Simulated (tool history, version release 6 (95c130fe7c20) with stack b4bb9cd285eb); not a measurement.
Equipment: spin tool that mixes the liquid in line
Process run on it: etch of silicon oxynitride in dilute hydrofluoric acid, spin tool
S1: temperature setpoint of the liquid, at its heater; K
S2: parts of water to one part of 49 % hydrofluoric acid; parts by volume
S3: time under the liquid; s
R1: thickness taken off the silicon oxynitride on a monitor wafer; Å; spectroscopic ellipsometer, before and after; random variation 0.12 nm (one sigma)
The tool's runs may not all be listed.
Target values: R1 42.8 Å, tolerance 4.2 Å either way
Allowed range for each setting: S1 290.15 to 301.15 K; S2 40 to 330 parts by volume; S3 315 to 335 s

Run 1, hour 0: S1 293.15 K, S2 185 parts by volume, S3 315 s. Result: R1 20.176 Å.
Run 2, hour 7.2: S1 293.15 K, S2 220 parts by volume, S3 315 s. Result: R1 16.454 Å.
Run 3, hour 9.5: S1 294.15 K, S2 195 parts by volume, S3 320 s. Result: R1 20.315 Å.
Run 4, hour 18.1: S1 295.65 K, S2 195 parts by volume, S3 320 s. Result: R1 21.757 Å.
Run 5, hour 27.2: S1 294.65 K, S2 195 parts by volume, S3 320 s. Result: R1 20.841 Å.
Run 6, hour 31.5: S1 292.15 K, S2 195 parts by volume, S3 320 s. Result: R1 18.069 Å.
Run 7, hour 37.7: S1 293.15 K, S2 175 parts by volume, S3 325 s. Result: R1 22.088 Å.
Run 8, hour 40.8: S1 294.15 K, S2 160 parts by volume, S3 325 s. Result: R1 25.162 Å.
Run 9, hour 47.3: S1 294.65 K, S2 150 parts by volume, S3 325 s. Result: R1 28.754 Å.
Run 10, hour 53: S1 295.65 K, S2 145 parts by volume, S3 325 s. Result: R1 32.446 Å.
Run 11, hour 60.1: S1 296.15 K, S2 140 parts by volume, S3 325 s. Result: R1 31.625 Å.
Run 12, hour 62.6: S1 296.65 K, S2 85 parts by volume, S3 335 s. Result: R1 57.654 Å.

5 next moves are on the table. One of them brings every result within its allowed miss. Which?
Run A, hour 65.1: S1 296.65 K, S2 85 parts by volume, S3 320 s. Result: R1 ?.
Run B, hour 65.1: S1 298.15 K, S2 90 parts by volume, S3 320 s. Result: R1 ?.
Run C, hour 65.1: S1 296.15 K, S2 125 parts by volume, S3 315 s. Result: R1 ?.
Run D, hour 65.1: S1 291.15 K, S2 105 parts by volume, S3 315 s. Result: R1 ?.
Run E, hour 65.1: S1 299.15 K, S2 120 parts by volume, S3 315 s. Result: R1 ?.

move      R1
   A  56.771
   B  57.334
   C   35.93
   D  34.087
   E  43.196
A: closer than the last run, but not yet in spec
B: about the same distance from the targets as the last run
C: the result that was furthest off in the last run now lies on the other side of its target
D: the result that was furthest off in the last run now lies on the other side of its target
E: in spec on every target
Answer: E

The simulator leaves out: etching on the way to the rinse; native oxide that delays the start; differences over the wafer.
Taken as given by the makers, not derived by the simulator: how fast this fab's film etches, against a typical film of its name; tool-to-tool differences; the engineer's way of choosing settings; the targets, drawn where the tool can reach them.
